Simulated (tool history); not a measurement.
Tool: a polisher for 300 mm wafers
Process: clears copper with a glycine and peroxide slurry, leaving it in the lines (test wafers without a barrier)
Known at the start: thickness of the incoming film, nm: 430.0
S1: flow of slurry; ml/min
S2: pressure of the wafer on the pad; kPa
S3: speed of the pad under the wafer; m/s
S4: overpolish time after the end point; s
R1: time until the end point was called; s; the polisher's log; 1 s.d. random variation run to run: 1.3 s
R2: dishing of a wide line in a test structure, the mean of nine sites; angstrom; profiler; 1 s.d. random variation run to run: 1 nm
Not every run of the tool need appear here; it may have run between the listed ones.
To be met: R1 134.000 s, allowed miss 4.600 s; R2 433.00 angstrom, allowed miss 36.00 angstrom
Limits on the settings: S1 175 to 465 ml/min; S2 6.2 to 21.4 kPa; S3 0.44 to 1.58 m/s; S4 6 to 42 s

Run 1, hour 0.0: S1 295 ml/min, S2 13.8 kPa, S3 1.00 m/s, S4 21 s. Result: R1 97.324 s, R2 475.65 angstrom.
Run 2, hour 7.7: S1 295 ml/min, S2 13.8 kPa, S3 1.14 m/s, S4 21 s. Result: R1 88.923 s, R2 499.29 angstrom.
Run 3, hour 15.3: S1 295 ml/min, S2 12.4 kPa, S3 1.14 m/s, S4 22 s. Result: R1 98.723 s, R2 490.07 angstrom.
Run 4, hour 20.5: S1 295 ml/min, S2 11.7 kPa, S3 1.14 m/s, S4 22 s. Result: R1 101.370 s, R2 486.48 angstrom.
Run 5, hour 28.4: S1 295 ml/min, S2 11.0 kPa, S3 1.14 m/s, S4 22 s. Result: R1 106.920 s, R2 451.41 angstrom.
Run 6, hour 31.2: S1 295 ml/min, S2 10.3 kPa, S3 1.14 m/s, S4 23 s. Result: R1 110.310 s, R2 446.62 angstrom.
Run 7, hour 33.5: S1 295 ml/min, S2 9.7 kPa, S3 1.14 m/s, S4 24 s. Result: R1 116.330 s, R2 458.68 angstrom.
Run 8, hour 34.6: S1 295 ml/min, S2 9.0 kPa, S3 1.14 m/s, S4 24 s. Result: R1 122.120 s, R2 435.06 angstrom.

Pick the move, out of 5, that brings all results within their allowed miss; only one does.
Run A, hour 35.7: S1 285 ml/min, S2 7.6 kPa, S3 1.06 m/s, S4 29 s. Result: R1 ?, R2 ?.
Run B, hour 35.7: S1 270 ml/min, S2 10.3 kPa, S3 1.12 m/s, S4 29 s. Result: R1 ?, R2 ?.
Run C, hour 35.7: S1 415 ml/min, S2 13.1 kPa, S3 0.88 m/s, S4 18 s. Result: R1 ?, R2 ?.
Run D, hour 35.7: S1 345 ml/min, S2 9.0 kPa, S3 1.00 m/s, S4 26 s. Result: R1 ?, R2 ?.
Run E, hour 35.7: S1 285 ml/min, S2 11.7 kPa, S3 1.06 m/s, S4 23 s. Result: R1 ?, R2 ?.

move       R1      R2
   A  143.800  437.60
   B  111.790  524.49
   C  108.700  396.50
   D  131.670  437.99
   E  105.610  474.96
A: takes the biggest miss from the last run beyond its target
B: lands further from the targets than the last run did
C: lands further from the targets than the last run did
D: every result lands within tolerance
E: lands further from the targets than the last run did
The move that meets every target is D.
